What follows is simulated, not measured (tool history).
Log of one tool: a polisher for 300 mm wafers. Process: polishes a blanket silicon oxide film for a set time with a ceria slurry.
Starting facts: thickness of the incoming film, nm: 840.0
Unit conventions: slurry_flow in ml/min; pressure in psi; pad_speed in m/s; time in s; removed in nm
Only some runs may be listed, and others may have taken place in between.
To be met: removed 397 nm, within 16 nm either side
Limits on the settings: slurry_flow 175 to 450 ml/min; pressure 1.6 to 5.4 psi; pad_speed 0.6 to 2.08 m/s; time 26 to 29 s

run 1 hour=0 | slurry_flow=290 pressure=3.5 pad_speed=1.34 time=29 | removed=212.08
run 2 hour=3 | slurry_flow=290 pressure=3.8 pad_speed=1.36 time=29 | removed=227.62
run 3 hour=9.4 | slurry_flow=290 pressure=4.1 pad_speed=1.4 time=29 | removed=247
run 4 hour=16.1 | slurry_flow=290 pressure=4.3 pad_speed=1.46 time=29 | removed=268.02
run 5 hour=22.8 | slurry_flow=290 pressure=4.9 pad_speed=1.46 time=29 | removed=309.71
run 6 hour=28 | slurry_flow=290 pressure=4.9 pad_speed=1.28 time=29 | removed=276.71
run 7 hour=34.2 | slurry_flow=290 pressure=5 pad_speed=1.34 time=29 | removed=290.84
run 8 hour=39.9 | slurry_flow=290 pressure=5.1 pad_speed=1.4 time=29 | removed=307.18
run 9 hour=41.1 | slurry_flow=290 pressure=5.2 pad_speed=1.46 time=29 | removed=325.98
run 10 hour=45.6 | slurry_flow=290 pressure=5.2 pad_speed=1.5 time=29 | removed=330.98
run 11 hour=52.4 | slurry_flow=290 pressure=5.2 pad_speed=1.54 time=29 | removed=342.06
run 12 hour=59.4 | slurry_flow=290 pressure=5.2 pad_speed=1.58 time=29 | removed=350.24
run 13 hour=60.1 | slurry_flow=290 pressure=5.2 pad_speed=1.58 time=29 | removed=348.92
run 14 hour=64.1 | slurry_flow=290 pressure=5.2 pad_speed=1.6 time=29 | removed=351.01
run 15 hour=66.4 | slurry_flow=290 pressure=5.2 pad_speed=1.62 time=29 | removed=355.17
run 16 hour=69.9 | slurry_flow=290 pressure=5.2 pad_speed=1.64 time=29 | removed=358.09
run 17 hour=75.5 | slurry_flow=290 pressure=5.2 pad_speed=1.66 time=29 | removed=360.36
run 18 hour=78.6 | slurry_flow=290 pressure=5.2 pad_speed=1.68 time=29 | removed=367.98

Which one of the following 4 next-run settings gets every result inside its allowed miss? There is exactly one.
run A hour=81.7 | slurry_flow=285 pressure=4.7 pad_speed=2.02 time=29 | removed=?
run B hour=81.7 | slurry_flow=230 pressure=5.4 pad_speed=1.56 time=28 | removed=?
run C hour=81.7 | slurry_flow=275 pressure=5.2 pad_speed=1.4 time=29 | removed=?
run D hour=81.7 | slurry_flow=315 pressure=4.7 pad_speed=1.82 time=29 | removed=?

move=A removed=388.88
move=B removed=337.15
move=C removed=312.11
move=D removed=357.77
A: in spec on every target
B: lands further from the targets than the last run did
C: lands further from the targets than the last run did
D: lands further from the targets than the last run did
So the answer is move A, the one that meets all the targets.
